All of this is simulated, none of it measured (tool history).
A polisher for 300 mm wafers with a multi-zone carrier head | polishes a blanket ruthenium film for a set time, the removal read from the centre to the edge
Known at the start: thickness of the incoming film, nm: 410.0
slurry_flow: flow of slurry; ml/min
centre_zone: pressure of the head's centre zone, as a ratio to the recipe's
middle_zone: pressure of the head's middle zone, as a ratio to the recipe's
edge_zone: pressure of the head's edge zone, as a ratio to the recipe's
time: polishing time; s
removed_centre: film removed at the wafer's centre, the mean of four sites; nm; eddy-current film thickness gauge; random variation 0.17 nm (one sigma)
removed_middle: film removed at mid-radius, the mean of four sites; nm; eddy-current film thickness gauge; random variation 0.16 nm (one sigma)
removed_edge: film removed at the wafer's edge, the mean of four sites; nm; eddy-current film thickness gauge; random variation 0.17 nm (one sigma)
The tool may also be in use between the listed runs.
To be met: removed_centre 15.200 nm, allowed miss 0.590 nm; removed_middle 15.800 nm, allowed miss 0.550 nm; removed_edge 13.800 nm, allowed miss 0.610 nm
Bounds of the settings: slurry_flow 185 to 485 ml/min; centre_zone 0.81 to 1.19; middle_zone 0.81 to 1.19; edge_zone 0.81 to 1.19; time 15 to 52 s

| run | hour | slurry_flow | centre_zone | middle_zone | edge_zone | time | removed_centre | removed_middle | removed_edge |
|---|---|---|---|---|---|---|---|---|---|
| 1 | 0.0 | 310 | 1.00 | 1.00 | 1.00 | 33 | 22.639 | 22.880 | 22.076 |
| 2 | 1.1 | 310 | 1.00 | 1.00 | 1.00 | 26 | 17.997 | 18.294 | 17.854 |
| 3 | 8.0 | 275 | 1.00 | 1.00 | 1.00 | 26 | 18.039 | 17.661 | 17.222 |
| 4 | 10.9 | 260 | 0.98 | 1.01 | 0.97 | 25 | 16.692 | 17.329 | 16.354 |
| 5 | 18.3 | 245 | 0.98 | 1.01 | 0.94 | 25 | 16.526 | 17.029 | 15.935 |
| 6 | 23.7 | 235 | 0.98 | 1.01 | 0.92 | 25 | 16.308 | 17.347 | 15.931 |
| 7 | 30.0 | 225 | 0.99 | 1.01 | 0.90 | 24 | 15.765 | 16.108 | 14.891 |
| 8 | 33.8 | 220 | 0.99 | 1.02 | 0.88 | 24 | 15.709 | 16.381 | 14.640 |
| 9 | 38.1 | 215 | 0.99 | 1.02 | 0.87 | 24 | 16.091 | 16.087 | 14.585 |
| 10 | 46.0 | 210 | 0.98 | 1.02 | 0.86 | 24 | 15.109 | 16.317 | 14.521 |

5 next moves are on the table. One of them brings every result within its allowed miss. Which?
| A | 53.9 | 190 | 0.85 | 0.89 | 0.88 | 27 | ? | ? | ? |
| B | 53.9 | 200 | 0.98 | 1.12 | 0.81 | 24 | ? | ? | ? |
| C | 53.9 | 195 | 0.91 | 1.04 | 0.85 | 25 | ? | ? | ? |
| D | 53.9 | 190 | 1.02 | 1.19 | 0.81 | 22 | ? | ? | ? |
| E | 53.9 | 225 | 0.98 | 1.03 | 0.84 | 23 | ? | ? | ? |

| move | removed_centre | removed_middle | removed_edge |
|---|---|---|---|
| A | 14.977 | 16.131 | 16.036 |
| B | 15.555 | 17.562 | 13.793 |
| C | 14.952 | 17.099 | 14.641 |
| D | 14.697 | 16.800 | 12.545 |
| E | 15.223 | 15.975 | 13.640 |
A: further off than the last run
B: brings the result that was furthest off to its target, and leaves another outside
C: further off than the last run
D: takes the result that was furthest off past its target
E: meets every target
Answer: E
